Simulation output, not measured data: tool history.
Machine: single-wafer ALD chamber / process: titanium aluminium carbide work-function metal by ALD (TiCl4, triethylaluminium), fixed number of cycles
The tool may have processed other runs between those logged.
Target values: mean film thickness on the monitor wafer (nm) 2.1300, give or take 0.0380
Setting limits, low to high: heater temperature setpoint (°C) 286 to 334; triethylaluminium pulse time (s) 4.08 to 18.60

run,day,heater temperature setpoint (°C),triethylaluminium pulse time (s),mean film thickness on the monitor wafer (nm)
1,0.000,310,11.34,1.8818
2,0.350,310,10.18,1.8536
3,0.575,317,11.61,1.9628
4,0.775,317,8.98,1.8661
5,1.121,308,8.98,1.7876
# day 1.162: triethylaluminium bottle replaced
6,1.162,301,8.98,1.8091
7,1.475,289,12.61,1.7619
8,1.754,302,14.58,1.8867

Next run, 4 choices. One meets every target within its allowed miss, the rest don't. Which?
A,2.033,308,13.39,?
B,2.033,325,18.60,?
C,2.033,286,8.11,?
D,2.033,333,18.60,?

move,mean film thickness on the monitor wafer (nm)
A,1.9393
B,2.1167
C,1.6429
D,2.1934
A: nearer than the last run, and not there yet
B: in spec on every target
C: further off than the last run
D: takes the result that was furthest off past its target
Go with B: it meets all targets.
